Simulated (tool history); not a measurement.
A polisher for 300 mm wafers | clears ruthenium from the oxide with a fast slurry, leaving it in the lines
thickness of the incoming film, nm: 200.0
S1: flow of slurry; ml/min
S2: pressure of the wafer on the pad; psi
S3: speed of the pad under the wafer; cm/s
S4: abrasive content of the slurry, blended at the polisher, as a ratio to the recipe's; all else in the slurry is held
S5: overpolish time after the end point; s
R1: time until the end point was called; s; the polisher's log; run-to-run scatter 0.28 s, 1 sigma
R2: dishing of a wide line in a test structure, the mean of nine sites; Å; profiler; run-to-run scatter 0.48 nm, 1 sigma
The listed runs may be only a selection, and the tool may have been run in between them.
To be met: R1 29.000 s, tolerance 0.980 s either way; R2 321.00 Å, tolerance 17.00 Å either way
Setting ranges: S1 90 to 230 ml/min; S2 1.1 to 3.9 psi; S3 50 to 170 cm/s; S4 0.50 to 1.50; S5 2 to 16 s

run,hour,S1,S2,S3,S4,S5,R1,R2
1,0.0,150,2.5,110,1.00,8,52.094,214.31
2,6.4,155,2.7,110,1.00,8,47.777,234.04
3,8.2,160,2.8,110,1.00,8,45.729,233.46
4,11.1,160,2.8,110,1.00,10,46.603,276.81
5,13.0,160,3.2,110,1.00,10,41.114,298.57
6,19.3,160,3.2,110,1.00,8,40.168,260.81
# hour 20.2: worn pad replaced by a new one
7,20.2,165,3.3,110,1.00,8,35.968,280.59
8,26.9,170,3.3,110,1.00,8,35.590,279.43
9,34.4,175,3.3,110,1.00,8,35.330,288.82

Exercise: of the 4 proposed moves below, exactly one satisfies all targets within the stated allowed misses. Which move is it?
A,41.9,180,3.6,124,1.15,9,?,?
B,41.9,210,3.8,106,0.95,9,?,?
C,41.9,155,3.6,126,1.05,8,?,?
D,41.9,160,3.4,132,1.05,10,?,?

move,R1,R2
A,27.606,358.14
B,31.973,329.20
C,28.806,326.55
D,28.946,369.48
A: pushes the last run's worst result past its target
B: nearer the targets than the last run, but a result is still out of spec
C: all results in spec
D: brings the result that was furthest off to its target, and leaves another outside
The move that meets every target is C.
